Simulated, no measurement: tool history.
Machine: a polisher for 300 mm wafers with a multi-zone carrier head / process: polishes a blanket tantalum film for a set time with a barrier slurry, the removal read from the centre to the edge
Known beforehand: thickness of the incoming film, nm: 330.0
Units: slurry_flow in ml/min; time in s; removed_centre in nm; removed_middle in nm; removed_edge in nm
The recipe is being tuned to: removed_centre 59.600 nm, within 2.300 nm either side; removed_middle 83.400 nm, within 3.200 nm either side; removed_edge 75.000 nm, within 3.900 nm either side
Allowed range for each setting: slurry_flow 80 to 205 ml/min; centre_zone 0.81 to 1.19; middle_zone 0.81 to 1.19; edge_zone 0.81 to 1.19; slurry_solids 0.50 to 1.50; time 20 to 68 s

run,hour,slurry_flow,centre_zone,middle_zone,edge_zone,slurry_solids,time,removed_centre,removed_middle,removed_edge
1,0.0,135,1.00,1.00,1.00,1.00,44,110.860,108.970,101.250
2,3.6,125,0.96,1.03,1.03,0.90,42,96.413,99.934,93.273
3,6.7,115,0.93,1.06,1.05,0.85,41,86.236,96.019,90.202
4,15.1,110,0.91,1.08,1.05,0.80,41,83.048,96.654,86.966
5,18.5,125,0.91,1.08,1.05,0.80,41,86.064,95.076,90.360
6,24.7,115,0.89,1.10,1.06,0.75,40,75.625,94.134,83.265
7,27.3,85,0.81,1.02,1.08,0.60,39,55.160,68.309,69.470
8,28.3,90,0.81,1.04,1.09,0.60,39,56.318,71.977,73.001
9,32.9,95,0.81,1.06,1.09,0.60,39,57.504,73.219,72.282
10,41.8,95,0.81,1.08,1.10,0.60,39,57.374,75.175,71.420
11,46.5,95,0.81,1.09,1.12,0.60,39,57.558,74.826,73.155

Below are 5 possible settings for the next run. Only one of them brings all results inside the allowed miss of their targets. Which is it?
A,51.2,95,0.86,1.00,1.02,0.55,44,?,?,?
B,51.2,95,0.83,1.09,1.14,0.50,44,?,?,?
C,51.2,90,0.81,1.16,1.10,0.60,41,?,?,?
D,51.2,85,0.95,1.10,0.94,0.65,37,?,?,?
E,51.2,90,0.87,1.15,1.07,0.75,37,?,?,?

move,removed_centre,removed_middle,removed_edge
A,66.492,74.576,75.773
B,60.296,75.352,75.142
C,60.462,81.848,76.272
D,65.552,72.449,65.920
E,65.618,82.058,76.009
A: the biggest miss grows against the last run
B: nearer the targets than the last run, but a result is still out of spec
C: meets every target
D: the biggest miss grows against the last run
E: brings the result that was furthest off to its target, and leaves another outside
Move C is the one to make.

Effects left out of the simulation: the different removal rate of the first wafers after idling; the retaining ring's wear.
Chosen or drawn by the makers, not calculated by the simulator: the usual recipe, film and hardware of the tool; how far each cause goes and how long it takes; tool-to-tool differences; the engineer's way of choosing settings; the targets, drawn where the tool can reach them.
